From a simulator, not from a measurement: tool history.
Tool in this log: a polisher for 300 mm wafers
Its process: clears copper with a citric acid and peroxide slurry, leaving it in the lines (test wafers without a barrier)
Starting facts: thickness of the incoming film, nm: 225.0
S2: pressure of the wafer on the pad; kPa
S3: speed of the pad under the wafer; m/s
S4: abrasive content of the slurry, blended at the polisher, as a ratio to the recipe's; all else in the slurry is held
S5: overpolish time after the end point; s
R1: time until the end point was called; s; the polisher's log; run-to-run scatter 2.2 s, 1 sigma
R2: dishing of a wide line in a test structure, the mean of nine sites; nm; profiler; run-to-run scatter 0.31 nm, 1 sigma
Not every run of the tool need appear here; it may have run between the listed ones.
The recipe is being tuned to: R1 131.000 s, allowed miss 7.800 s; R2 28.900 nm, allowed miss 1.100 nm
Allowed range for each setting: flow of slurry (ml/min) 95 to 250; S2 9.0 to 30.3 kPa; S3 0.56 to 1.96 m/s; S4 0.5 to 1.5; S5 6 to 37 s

{"run": 1, "hour": 0.0, "flow of slurry (ml/min)": 160, "S2": 19.3, "S3": 1.26, "S4": 1.0, "S5": 19, "R1": 75.054, "R2": 33.847}
{"run": 2, "hour": 7.3, "flow of slurry (ml/min)": 155, "S2": 17.2, "S3": 1.24, "S4": 1.0, "S5": 21, "R1": 84.583, "R2": 32.486}
{"run": 3, "hour": 11.5, "flow of slurry (ml/min)": 155, "S2": 17.2, "S3": 1.24, "S4": 1.0, "S5": 24, "R1": 85.23, "R2": 36.319}
{"run": 4, "hour": 16.4, "flow of slurry (ml/min)": 155, "S2": 17.2, "S3": 1.34, "S4": 1.0, "S5": 24, "R1": 79.657, "R2": 38.772}
{"run": 5, "hour": 16.9, "flow of slurry (ml/min)": 175, "S2": 17.2, "S3": 1.34, "S4": 1.0, "S5": 24, "R1": 77.915, "R2": 39.286}
{"run": 6, "hour": 25.5, "flow of slurry (ml/min)": 170, "S2": 15.2, "S3": 1.32, "S4": 1.0, "S5": 25, "R1": 88.242, "R2": 35.73}
{"run": 7, "hour": 29.4, "flow of slurry (ml/min)": 140, "S2": 9.7, "S3": 1.24, "S4": 1.0, "S5": 30, "R1": 152.33, "R2": 26.167}
{"run": 8, "hour": 30.6, "flow of slurry (ml/min)": 185, "S2": 10.3, "S3": 1.24, "S4": 1.0, "S5": 28, "R1": 132.01, "R2": 27.464}

Which single option among these 4 for the next run brings every result within its allowed miss of target? Just one does.
{"run": "A", "hour": 31.8, "flow of slurry (ml/min)": 225, "S2": 11.7, "S3": 1.12, "S4": 1.0, "S5": 28, "R1": "?", "R2": "?"}
{"run": "B", "hour": 31.8, "flow of slurry (ml/min)": 210, "S2": 13.8, "S3": 0.94, "S4": 1.0, "S5": 25, "R1": "?", "R2": "?"}
{"run": "C", "hour": 31.8, "flow of slurry (ml/min)": 205, "S2": 9.0, "S3": 1.52, "S4": 1.0, "S5": 24, "R1": "?", "R2": "?"}
{"run": "D", "hour": 31.8, "flow of slurry (ml/min)": 175, "S2": 9.7, "S3": 1.42, "S4": 1.0, "S5": 25, "R1": "?", "R2": "?"}

move=A R1=128.130 R2=28.932
move=B R1=130.850 R2=26.191
move=C R1=124.720 R2=25.598
move=D R1=126.790 R2=26.252
A: all results in spec
B: lands further from the targets than the last run did
C: lands further from the targets than the last run did
D: lands further from the targets than the last run did
Go with A: it meets all targets.

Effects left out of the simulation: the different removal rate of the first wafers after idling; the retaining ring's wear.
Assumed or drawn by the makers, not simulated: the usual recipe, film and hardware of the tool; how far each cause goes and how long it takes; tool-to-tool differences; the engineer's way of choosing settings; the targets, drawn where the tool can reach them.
